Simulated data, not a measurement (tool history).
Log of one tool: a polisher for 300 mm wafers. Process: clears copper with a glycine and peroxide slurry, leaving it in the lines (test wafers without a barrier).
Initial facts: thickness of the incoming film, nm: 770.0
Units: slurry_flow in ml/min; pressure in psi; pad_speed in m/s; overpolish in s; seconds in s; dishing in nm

Run 1, hour 0.0: slurry_flow 175 ml/min, pressure 2.9 psi, pad_speed 1.22 m/s, overpolish 20 s. Result: seconds 115.080 s, dishing 68.823 nm.
Run 2, hour 7.2: slurry_flow 175 ml/min, pressure 3.4 psi, pad_speed 1.22 m/s, overpolish 20 s. Result: seconds 101.360 s, dishing 72.795 nm.
Run 3, hour 10.4: slurry_flow 175 ml/min, pressure 3.4 psi, pad_speed 1.44 m/s, overpolish 20 s. Result: seconds 90.462 s, dishing 76.050 nm.
Run 4, hour 14.1: slurry_flow 175 ml/min, pressure 3.2 psi, pad_speed 1.42 m/s, overpolish 19 s. Result: seconds 97.118 s, dishing 73.020 nm.
Run 5, hour 22.9: slurry_flow 175 ml/min, pressure 3.2 psi, pad_speed 1.18 m/s, overpolish 19 s. Result: seconds 107.450 s, dishing 67.400 nm.
Run 6, hour 24.5: slurry_flow 175 ml/min, pressure 2.8 psi, pad_speed 1.18 m/s, overpolish 19 s. Result: seconds 118.490 s, dishing 63.853 nm.
Run 7, hour 28.7: slurry_flow 175 ml/min, pressure 2.7 psi, pad_speed 1.16 m/s, overpolish 18 s. Result: seconds 124.830 s, dishing 60.512 nm.

Expected results for the next run?
Run 8, hour 37.1: slurry_flow 175 ml/min, pressure 2.6 psi, pad_speed 1.16 m/s, overpolish 17 s. Result: seconds ?, dishing ?.

seconds: 125.500 s
dishing: 56.237 nm
